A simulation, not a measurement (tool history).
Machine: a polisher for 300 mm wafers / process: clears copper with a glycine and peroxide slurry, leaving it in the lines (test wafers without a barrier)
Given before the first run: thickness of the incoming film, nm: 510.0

run,hour,flow of slurry (ml/min),pressure of the wafer on the pad (psi),speed of the pad under the wafer (m/s),overpolish time after the end point (s),time until the end point was called (s),dishing of a wide line in a test structure (nm)
1,0,290,3.3,1.16,29,89.29,12.409
2,6.7,290,3.3,1.16,25,91.079,12.829
3,10.9,290,3.7,1.18,26,79.307,12.052
4,11.7,250,3.7,1.18,26,80.639,12.261
5,18.5,250,3.7,1.18,33,79.079,12.085
6,25.6,250,3.7,1.18,40,81.442,12.683
7,33.4,250,3.9,1.18,41,77.773,12.352
8,36.8,250,4.1,1.2,45,72.693,12.683
9,43.4,240,4.2,1.2,42,71.091,12.315

What does the tool deliver on the next run?
10,51.6,240,4.3,1.2,42,?,?

{"run 10": {"time until the end point was called (s)": 70.115, "dishing of a wide line in a test structure (nm)": 12.049}}

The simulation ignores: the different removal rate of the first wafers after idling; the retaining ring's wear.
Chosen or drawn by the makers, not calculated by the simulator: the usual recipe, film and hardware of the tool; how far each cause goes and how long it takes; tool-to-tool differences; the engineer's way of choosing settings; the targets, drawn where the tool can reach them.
